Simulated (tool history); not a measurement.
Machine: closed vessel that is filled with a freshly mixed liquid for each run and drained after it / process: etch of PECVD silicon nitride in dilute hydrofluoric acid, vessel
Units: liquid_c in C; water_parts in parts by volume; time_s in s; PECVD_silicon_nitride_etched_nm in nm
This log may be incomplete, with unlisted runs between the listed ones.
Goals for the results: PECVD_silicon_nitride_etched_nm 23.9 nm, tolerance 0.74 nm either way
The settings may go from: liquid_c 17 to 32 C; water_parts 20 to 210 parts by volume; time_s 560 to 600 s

run  hour  liquid_c  water_parts  time_s  PECVD_silicon_nitride_etched_nm
  1     0        24          115     560                            10.72
  2   1.5        24          130     560                           9.4889
  3   3.6        25          125     560                           10.644
  4  11.8        25          125     600                           11.299
  5  19.4        25          125     560                           10.501
     26.5  -- hydrofluoric acid flow meter replaced
  6  26.5        25          125     600                             12.7
  7  29.9      25.5          125     600                           13.046
  8  30.8        26          125     600                            13.33
  9  35.4      26.5          125     600                           14.029
 10  36.4        27          125     600                           14.274
 11  37.2        27          125     600                           14.499
 12  44.3      27.5          125     600                           14.944
 13  50.3        28          125     600                           15.188
 14  59.1      28.5          125     600                           15.626
 15  60.6        29          125     600                           16.191
 16  68.3      29.5          125     600                           16.822
 17    73        30          125     600                           17.486
 18  79.1        31          115     600                           20.125

Pick the move, out of 5, that brings all results within their allowed miss; only one does.
  A  85.2      29.5          110     600                                ?
  B  85.2        31           95     585                                ?
  C  85.2        32          125     600                                ?
  D  85.2        32          110     585                                ?
  E  85.2      28.5          100     585                                ?

move  PECVD_silicon_nitride_etched_nm
   A                           18.958
   B                           23.532
   C                           19.441
   D                           21.585
   E                           19.095
A: moves away from the targets compared with the last run
B: each result inside its tolerance
C: moves away from the targets compared with the last run
D: closes in on the targets versus the last run, not all within tolerance yet
E: moves away from the targets compared with the last run
The move that meets every target is B.
